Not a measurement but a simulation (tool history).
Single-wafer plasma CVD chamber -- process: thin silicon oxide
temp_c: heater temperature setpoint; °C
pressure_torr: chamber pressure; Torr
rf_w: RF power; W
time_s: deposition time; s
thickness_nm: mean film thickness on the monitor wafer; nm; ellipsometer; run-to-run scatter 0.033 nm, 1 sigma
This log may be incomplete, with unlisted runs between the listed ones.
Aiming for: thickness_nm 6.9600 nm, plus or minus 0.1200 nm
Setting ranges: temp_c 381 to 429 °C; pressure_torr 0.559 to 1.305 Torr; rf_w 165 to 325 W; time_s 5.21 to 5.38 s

Run 1, day 0.000: temp_c 405 °C, pressure_torr 0.932 Torr, rf_w 245 W, time_s 5.21 s. Result: thickness_nm 9.3554 nm.
Run 2, day 0.321: temp_c 405 °C, pressure_torr 0.932 Torr, rf_w 245 W, time_s 5.21 s. Result: thickness_nm 9.3828 nm.
Run 3, day 0.571: temp_c 410 °C, pressure_torr 0.932 Torr, rf_w 245 W, time_s 5.21 s. Result: thickness_nm 9.3189 nm.
Run 4, day 0.838: temp_c 410 °C, pressure_torr 0.932 Torr, rf_w 220 W, time_s 5.21 s. Result: thickness_nm 8.7894 nm.
Run 5, day 1.088: temp_c 414 °C, pressure_torr 0.932 Torr, rf_w 220 W, time_s 5.21 s. Result: thickness_nm 8.7508 nm.
Run 6, day 1.258: temp_c 414 °C, pressure_torr 0.932 Torr, rf_w 220 W, time_s 5.38 s. Result: thickness_nm 9.0249 nm.
Run 7, day 1.621: temp_c 414 °C, pressure_torr 0.746 Torr, rf_w 215 W, time_s 5.38 s. Result: thickness_nm 7.6166 nm.
Run 8, day 1.704: temp_c 414 °C, pressure_torr 0.734 Torr, rf_w 215 W, time_s 5.38 s. Result: thickness_nm 7.4964 nm.
Run 9, day 1.871: temp_c 414 °C, pressure_torr 0.724 Torr, rf_w 215 W, time_s 5.38 s. Result: thickness_nm 7.4335 nm.
Run 10, day 2.104: temp_c 414 °C, pressure_torr 0.715 Torr, rf_w 215 W, time_s 5.38 s. Result: thickness_nm 7.3985 nm.
At day 2.229: RF generator calibrated.
Run 11, day 2.229: temp_c 414 °C, pressure_torr 0.707 Torr, rf_w 215 W, time_s 5.38 s. Result: thickness_nm 7.6763 nm.
Run 12, day 2.496: temp_c 414 °C, pressure_torr 0.689 Torr, rf_w 215 W, time_s 5.38 s. Result: thickness_nm 7.5539 nm.
Run 13, day 2.775: temp_c 414 °C, pressure_torr 0.675 Torr, rf_w 215 W, time_s 5.38 s. Result: thickness_nm 7.3957 nm.
Run 14, day 2.846: temp_c 414 °C, pressure_torr 0.665 Torr, rf_w 215 W, time_s 5.38 s. Result: thickness_nm 7.2732 nm.
Run 15, day 3.183: temp_c 414 °C, pressure_torr 0.659 Torr, rf_w 215 W, time_s 5.38 s. Result: thickness_nm 7.2823 nm.
Run 16, day 3.404: temp_c 414 °C, pressure_torr 0.652 Torr, rf_w 215 W, time_s 5.38 s. Result: thickness_nm 7.1650 nm.

5 candidate next runs follow, results not yet known. Just one meets every target within its allowed miss. Identify it.
Run A, day 3.625: temp_c 420 °C, pressure_torr 0.640 Torr, rf_w 225 W, time_s 5.32 s. Result: thickness_nm ?.
Run B, day 3.625: temp_c 406 °C, pressure_torr 0.692 Torr, rf_w 220 W, time_s 5.21 s. Result: thickness_nm ?.
Run C, day 3.625: temp_c 407 °C, pressure_torr 0.711 Torr, rf_w 195 W, time_s 5.21 s. Result: thickness_nm ?.
Run D, day 3.625: temp_c 413 °C, pressure_torr 0.648 Torr, rf_w 200 W, time_s 5.21 s. Result: thickness_nm ?.
Run E, day 3.625: temp_c 420 °C, pressure_torr 0.678 Torr, rf_w 210 W, time_s 5.38 s. Result: thickness_nm ?.

move  thickness_nm
   A        7.1986
   B        7.4411
   C        7.0285
   D        6.6402
   E        7.2908
A: misses by more than the last run did
B: misses by more than the last run did
C: all results in spec
D: moves the result that the last run missed by most past its target, out the other side
E: misses by more than the last run did
Go with C: it meets all targets.
